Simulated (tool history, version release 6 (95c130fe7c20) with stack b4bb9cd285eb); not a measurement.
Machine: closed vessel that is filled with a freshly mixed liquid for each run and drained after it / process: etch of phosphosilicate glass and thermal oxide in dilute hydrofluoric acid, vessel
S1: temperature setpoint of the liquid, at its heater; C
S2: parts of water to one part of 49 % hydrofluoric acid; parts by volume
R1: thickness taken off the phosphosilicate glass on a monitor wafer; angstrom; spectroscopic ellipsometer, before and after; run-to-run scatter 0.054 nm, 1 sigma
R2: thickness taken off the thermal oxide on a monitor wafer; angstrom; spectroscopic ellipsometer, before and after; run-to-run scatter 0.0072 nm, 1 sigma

Run 1, hour 0: S1 26 C, S2 195 parts by volume, time in the liquid (s) 60. Result: R1 186.23 angstrom, R2 13.724 angstrom.
Run 2, hour 7.7: S1 26 C, S2 130 parts by volume, time in the liquid (s) 60. Result: R1 305.56 angstrom, R2 21.77 angstrom.
Run 3, hour 14.6: S1 26 C, S2 130 parts by volume, time in the liquid (s) 45. Result: R1 227.92 angstrom, R2 16.716 angstrom.
Run 4, hour 16.8: S1 24 C, S2 130 parts by volume, time in the liquid (s) 45. Result: R1 209.63 angstrom, R2 15.238 angstrom.
Run 5, hour 20: S1 23 C, S2 145 parts by volume, time in the liquid (s) 45. Result: R1 179.68 angstrom, R2 12.57 angstrom.
Run 6, hour 26.6: S1 23 C, S2 160 parts by volume, time in the liquid (s) 45. Result: R1 158.58 angstrom, R2 11.712 angstrom.

What does the tool deliver on the next run?
Run 7, hour 34.7: S1 19 C, S2 240 parts by volume, time in the liquid (s) 35. Result: R1 ?, R2 ?.

Run 7 gave R1 65.261 angstrom, R2 4.7454 angstrom.
